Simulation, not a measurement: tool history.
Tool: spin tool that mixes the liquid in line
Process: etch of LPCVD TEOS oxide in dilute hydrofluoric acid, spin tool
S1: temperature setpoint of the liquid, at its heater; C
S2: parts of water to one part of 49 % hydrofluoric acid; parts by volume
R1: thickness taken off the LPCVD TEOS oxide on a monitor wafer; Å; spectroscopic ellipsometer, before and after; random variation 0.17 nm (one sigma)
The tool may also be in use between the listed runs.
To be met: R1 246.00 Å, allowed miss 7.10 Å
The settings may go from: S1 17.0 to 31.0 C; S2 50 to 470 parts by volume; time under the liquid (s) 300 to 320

{"run": 1, "day": 0.0, "S1": 23.0, "S2": 260, "time under the liquid (s)": 300, "R1": 283.58}
{"run": 2, "day": 0.258, "S1": 22.0, "S2": 260, "time under the liquid (s)": 300, "R1": 271.38}
{"run": 3, "day": 0.496, "S1": 21.5, "S2": 260, "time under the liquid (s)": 300, "R1": 266.89}
{"run": 4, "day": 0.775, "S1": 21.0, "S2": 260, "time under the liquid (s)": 300, "R1": 266.07}
{"run": 5, "day": 0.808, "S1": 21.0, "S2": 260, "time under the liquid (s)": 320, "R1": 281.24}
{"run": 6, "day": 1.017, "S1": 20.0, "S2": 260, "time under the liquid (s)": 320, "R1": 272.96}
{"run": 7, "day": 1.392, "S1": 19.5, "S2": 260, "time under the liquid (s)": 320, "R1": 267.4}
{"run": 8, "day": 1.542, "S1": 19.0, "S2": 260, "time under the liquid (s)": 320, "R1": 260.32}
{"run": 9, "day": 1.712, "S1": 18.5, "S2": 260, "time under the liquid (s)": 320, "R1": 257.24}

Which of these 4 next moves meets every target?
{"run": "A", "day": 1.883, "S1": 17.0, "S2": 255, "time under the liquid (s)": 300, "R1": "?"}
{"run": "B", "day": 1.883, "S1": 17.5, "S2": 265, "time under the liquid (s)": 310, "R1": "?"}
{"run": "C", "day": 1.883, "S1": 18.5, "S2": 265, "time under the liquid (s)": 300, "R1": "?"}
{"run": "D", "day": 1.883, "S1": 20.0, "S2": 270, "time under the liquid (s)": 305, "R1": "?"}

move=A R1=231.67
move=B R1=232.81
move=C R1=234.05
move=D R1=245.94
A: takes the result that was furthest off past its target
B: takes the result that was furthest off past its target
C: takes the result that was furthest off past its target
D: meets every target
Answer: D
